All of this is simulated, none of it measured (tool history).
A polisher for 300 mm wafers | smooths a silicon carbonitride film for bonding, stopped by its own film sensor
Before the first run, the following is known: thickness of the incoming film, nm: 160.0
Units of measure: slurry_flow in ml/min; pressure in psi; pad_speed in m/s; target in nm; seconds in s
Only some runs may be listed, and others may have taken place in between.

{"run": 1, "day": 0.0, "slurry_flow": 205, "pressure": 2.2, "pad_speed": 1.14, "slurry_solids": 1, "target": 131, "seconds": 96.493}
{"run": 2, "day": 0.271, "slurry_flow": 205, "pressure": 2.5, "pad_speed": 1.16, "slurry_solids": 1, "target": 131, "seconds": 83.169}
{"run": 3, "day": 0.525, "slurry_flow": 205, "pressure": 2.7, "pad_speed": 1.18, "slurry_solids": 1, "target": 131, "seconds": 75.965}
{"run": 4, "day": 0.654, "slurry_flow": 205, "pressure": 2.7, "pad_speed": 1.18, "slurry_solids": 0.8, "target": 131, "seconds": 88.655}
{"run": 5, "day": 0.779, "slurry_flow": 205, "pressure": 2.9, "pad_speed": 1.24, "slurry_solids": 0.8, "target": 131, "seconds": 79.091}
{"run": 6, "day": 1.008, "slurry_flow": 250, "pressure": 2.9, "pad_speed": 1.24, "slurry_solids": 0.8, "target": 131, "seconds": 77.002}

Predict the results of run 7:
{"run": 7, "day": 1.383, "slurry_flow": 250, "pressure": 3, "pad_speed": 1.3, "slurry_solids": 0.8, "target": 131, "seconds": "?"}

{"run 7": {"seconds": 73.8}}
